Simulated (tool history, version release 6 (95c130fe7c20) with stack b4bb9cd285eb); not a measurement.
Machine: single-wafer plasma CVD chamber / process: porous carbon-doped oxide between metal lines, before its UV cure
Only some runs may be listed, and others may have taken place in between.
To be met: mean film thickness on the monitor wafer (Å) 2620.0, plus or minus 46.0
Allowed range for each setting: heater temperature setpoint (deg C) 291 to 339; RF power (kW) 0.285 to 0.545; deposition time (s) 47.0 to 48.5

run,hour,heater temperature setpoint (deg C),RF power (kW),deposition time (s),mean film thickness on the monitor wafer (Å)
1,0.0,315,0.415,47.0,1982.2
2,2.3,315,0.435,47.0,2078.7
3,9.5,310,0.450,47.1,2181.7
4,17.7,307,0.465,47.2,2291.8
# hour 21.0: thermocouple changed; heater temperature recalibrated
5,21.0,315,0.465,47.2,2244.7
6,27.1,315,0.490,47.2,2342.7
7,31.2,311,0.495,47.2,2385.6
8,37.6,308,0.500,47.2,2450.0

Exercise: of the 5 proposed moves below, exactly one satisfies all targets within the stated allowed misses. Which move is it?
A,44.0,303,0.455,47.0,?
B,44.0,306,0.490,47.0,?
C,44.0,303,0.505,48.5,?
D,44.0,315,0.505,47.0,?
E,44.0,315,0.485,47.2,?

move,mean film thickness on the monitor wafer (Å)
A,2328.3
B,2437.8
C,2612.9
D,2394.1
E,2327.7
A: moves away from the targets compared with the last run
B: moves away from the targets compared with the last run
C: every result within its allowed miss
D: moves away from the targets compared with the last run
E: moves away from the targets compared with the last run
The right move is C.
